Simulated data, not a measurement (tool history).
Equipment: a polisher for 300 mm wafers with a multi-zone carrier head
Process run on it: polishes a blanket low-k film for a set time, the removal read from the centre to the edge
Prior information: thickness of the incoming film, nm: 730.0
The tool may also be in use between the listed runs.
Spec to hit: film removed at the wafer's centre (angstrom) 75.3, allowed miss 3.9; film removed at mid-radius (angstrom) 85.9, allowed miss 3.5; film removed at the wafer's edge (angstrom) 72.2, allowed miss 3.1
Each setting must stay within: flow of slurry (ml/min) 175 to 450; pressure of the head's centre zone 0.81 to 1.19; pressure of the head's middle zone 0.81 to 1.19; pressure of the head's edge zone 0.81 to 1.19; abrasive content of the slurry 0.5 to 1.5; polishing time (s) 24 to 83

run    day  flow of slurry (ml/min)  pressure of the head's centre zone  pressure of the head's middle zone  pressure of the head's edge zone  abrasive content of the slurry  polishing time (s)  film removed at the wafer's centre (angstrom)  film removed at mid-radius (angstrom)  film removed at the wafer's edge (angstrom)
  1      0                      290                                   1                                   1                                 1                               1                  53                                         151.58                                  152.8                                       150.47
  2   0.05                      290                                0.99                                1.02                              0.97                            0.85                  47                                          126.9                                 130.02                                       122.31
  3  0.408                      290                                0.99                                1.02                              0.97                            0.85                  53                                         143.12                                 145.59                                       141.84
  4  0.546                      290                                0.99                                1.02                                 1                            0.85                  53                                         141.08                                 145.54                                       142.08
  5  0.662                      290                                0.99                                0.99                                 1                            0.85                  53                                          142.3                                 139.45                                       143.22
  6  0.808                      290                                0.99                                0.99                              0.96                            0.85                  53                                         142.81                                 143.58                                       140.52
  7  1.058                      290                                0.97                                1.01                              0.94                            0.75                  47                                         115.63                                 123.11                                       120.96
  8  1.121                      290                                0.98                                1.04                              0.93                             0.7                  42                                          104.2                                 110.23                                       100.96
  9  1.367                      290                                0.97                                1.05                              0.92                            0.65                  40                                         96.599                                 101.93                                       93.305
 10  1.588                      290                                0.96                                1.07                              0.91                             0.6                  38                                         87.228                                 96.977                                         86.4
 11  1.879                      290                                0.96                                1.08                               0.9                            0.55                  37                                         79.802                                 91.839                                       80.716
 12  1.904                      290                                0.97                                1.08                              0.89                            0.55                  36                                         80.194                                 88.822                                        77.66

Consider the 4 candidate settings below. Which is the only one whose results all fall within their allowed miss of target?
  A  1.929                      290                                0.86                                1.08                               0.9                             0.5                  39                                              ?                                      ?                                            ?
  B  1.929                      350                                1.07                                1.06                              0.92                            0.75                  32                                              ?                                      ?                                            ?
  C  1.929                      330                                0.95                                1.11                              0.85                            0.55                  34                                              ?                                      ?                                            ?
  D  1.929                      225                                0.92                                1.05                              0.86                             0.5                  39                                              ?                                      ?                                            ?

move  film removed at the wafer's centre (angstrom)  film removed at mid-radius (angstrom)  film removed at the wafer's edge (angstrom)
   A                                         73.405                                 93.229                                       82.882
   B                                           88.1                                 88.124                                       80.224
   C                                         74.058                                 86.941                                       73.376
   D                                         76.392                                 88.728                                       79.691
A: lands further from the targets than the last run did
B: lands further from the targets than the last run did
C: each result inside its tolerance
D: lands further from the targets than the last run did
The move that meets every target is C.
